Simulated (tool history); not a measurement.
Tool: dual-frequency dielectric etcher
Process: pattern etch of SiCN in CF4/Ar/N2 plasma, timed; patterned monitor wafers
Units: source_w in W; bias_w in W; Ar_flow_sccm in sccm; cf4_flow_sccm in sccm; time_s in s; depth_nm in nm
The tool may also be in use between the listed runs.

run,hour,source_w,bias_w,Ar_flow_sccm,cf4_flow_sccm,time_s,depth_nm
1,0.0,420,63,106,77,49.0,37.950
2,2.8,420,58,106,77,49.0,36.652
3,6.5,420,58,106,77,44.5,33.255
4,13.1,450,62,104,78,44.5,36.904
5,17.4,450,62,95,78,44.5,37.701
6,18.5,410,62,95,78,44.5,34.127
7,27.1,450,65,94,79,45.0,38.891
8,32.0,480,67,93,80,45.0,42.161
9,34.2,500,69,92,80,45.0,44.406
10,38.7,500,69,92,80,45.0,44.430
# hour 47.6: CF4 flow controller replaced
11,47.6,520,70,91,81,45.0,46.081
12,52.9,530,72,90,82,45.0,48.044
13,57.0,540,73,89,82,45.0,49.311
14,60.7,550,74,88,82,45.0,50.623
15,63.6,550,74,88,82,45.0,50.576

Run 16 comes next. What will it give?
16,68.1,560,75,88,82,45.0,?

depth_nm: 51.754 nm
